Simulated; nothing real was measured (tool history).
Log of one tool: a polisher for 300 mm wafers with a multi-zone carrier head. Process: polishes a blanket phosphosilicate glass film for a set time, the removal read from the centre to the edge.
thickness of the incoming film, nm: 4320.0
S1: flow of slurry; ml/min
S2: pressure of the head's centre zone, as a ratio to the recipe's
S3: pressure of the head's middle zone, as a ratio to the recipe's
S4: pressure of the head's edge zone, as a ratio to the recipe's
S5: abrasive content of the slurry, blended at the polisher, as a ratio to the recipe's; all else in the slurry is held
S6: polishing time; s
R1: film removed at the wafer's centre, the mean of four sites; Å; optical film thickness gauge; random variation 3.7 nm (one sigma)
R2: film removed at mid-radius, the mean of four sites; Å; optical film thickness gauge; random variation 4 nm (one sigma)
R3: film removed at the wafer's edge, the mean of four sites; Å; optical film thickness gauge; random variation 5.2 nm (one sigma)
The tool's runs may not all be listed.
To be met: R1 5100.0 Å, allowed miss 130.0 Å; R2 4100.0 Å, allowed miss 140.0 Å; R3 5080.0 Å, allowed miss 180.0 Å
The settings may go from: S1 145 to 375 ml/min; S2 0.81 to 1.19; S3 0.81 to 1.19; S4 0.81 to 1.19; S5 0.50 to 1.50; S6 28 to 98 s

run,hour,S1,S2,S3,S4,S5,S6,R1,R2,R3
1,0.0,240,1.00,1.00,1.00,1.00,63,6554.9,6633.1,6685.8
2,4.1,195,1.00,1.00,1.00,1.00,63,6413.1,6431.6,6496.4
3,11.0,195,1.00,1.00,1.00,1.15,63,6888.8,6989.9,7200.9
4,11.9,145,1.00,1.00,1.00,1.15,63,6492.9,6491.7,6702.5
5,15.7,145,1.00,1.00,1.00,1.00,63,5932.2,5986.9,6170.2
6,18.5,145,1.01,0.95,1.01,0.90,63,5646.8,5421.0,5949.4
7,23.7,145,1.01,0.95,1.01,0.90,63,5603.1,5376.9,5841.5
8,32.5,145,1.03,0.92,1.01,0.85,63,5487.2,5042.4,5610.7
9,33.2,145,1.04,0.89,1.02,0.80,63,5330.7,4711.0,5399.4
10,40.8,145,1.07,0.81,1.04,0.70,63,4891.4,4018.2,4952.9
11,46.4,150,1.08,0.81,1.05,0.70,63,5051.3,3965.1,4872.9
12,47.3,150,1.07,0.81,1.06,0.70,63,4949.7,4016.6,4897.6
13,50.5,150,1.07,0.81,1.07,0.70,63,4967.5,3965.9,4970.6
14,52.1,155,1.07,0.81,1.07,0.70,63,4950.5,4004.7,5032.2

5 next moves are on the table. One of them brings every result within its allowed miss. Which?
A,53.7,175,1.02,0.84,0.99,0.60,71,?,?,?
B,53.7,180,1.04,0.84,1.14,0.60,69,?,?,?
C,53.7,175,1.07,0.81,1.16,0.80,54,?,?,?
D,53.7,200,1.10,0.84,1.12,0.75,56,?,?,?
E,53.7,205,1.11,0.81,1.01,0.85,50,?,?,?

move,R1,R2,R3
A,4684.7,4056.5,4725.1
B,4670.8,3962.1,4945.1
C,4852.8,3893.6,5051.4
D,5051.3,4039.0,4972.6
E,5031.0,3876.7,4657.2
A: further off than the last run
B: further off than the last run
C: further off than the last run
D: meets every target
E: brings the result that was furthest off to its target, and leaves another outside
The right move is D.
